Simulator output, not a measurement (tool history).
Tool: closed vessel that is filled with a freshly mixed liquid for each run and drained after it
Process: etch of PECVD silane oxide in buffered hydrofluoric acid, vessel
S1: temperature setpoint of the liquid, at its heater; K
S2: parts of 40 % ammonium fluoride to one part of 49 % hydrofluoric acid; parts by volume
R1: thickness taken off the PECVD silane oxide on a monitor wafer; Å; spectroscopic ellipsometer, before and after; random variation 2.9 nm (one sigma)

run 1 hour=0.0 | S1=297.15 S2=13 time_in_the_liquid_(s)=95 | R1=4205.5
run 2 hour=6.3 | S1=293.65 S2=13 time_in_the_liquid_(s)=95 | R1=3469.5
run 3 hour=8.3 | S1=295.15 S2=13 time_in_the_liquid_(s)=95 | R1=3793.1
run 4 hour=16.8 | S1=296.65 S2=13 time_in_the_liquid_(s)=95 | R1=4118.8
run 5 hour=25.8 | S1=296.65 S2=13 time_in_the_liquid_(s)=100 | R1=4331.0
run 6 hour=31.6 | S1=296.65 S2=11 time_in_the_liquid_(s)=100 | R1=5086.6
run 7 hour=35.5 | S1=297.65 S2=11 time_in_the_liquid_(s)=100 | R1=5347.7
run 8 hour=36.6 | S1=298.65 S2=11 time_in_the_liquid_(s)=100 | R1=5706.5
run 9 hour=44.3 | S1=299.15 S2=11 time_in_the_liquid_(s)=100 | R1=5852.7

Forecast run 10:
run 10 hour=50.9 | S1=299.15 S2=11 time_in_the_liquid_(s)=100 | R1=?

R1: 5781.8 Å

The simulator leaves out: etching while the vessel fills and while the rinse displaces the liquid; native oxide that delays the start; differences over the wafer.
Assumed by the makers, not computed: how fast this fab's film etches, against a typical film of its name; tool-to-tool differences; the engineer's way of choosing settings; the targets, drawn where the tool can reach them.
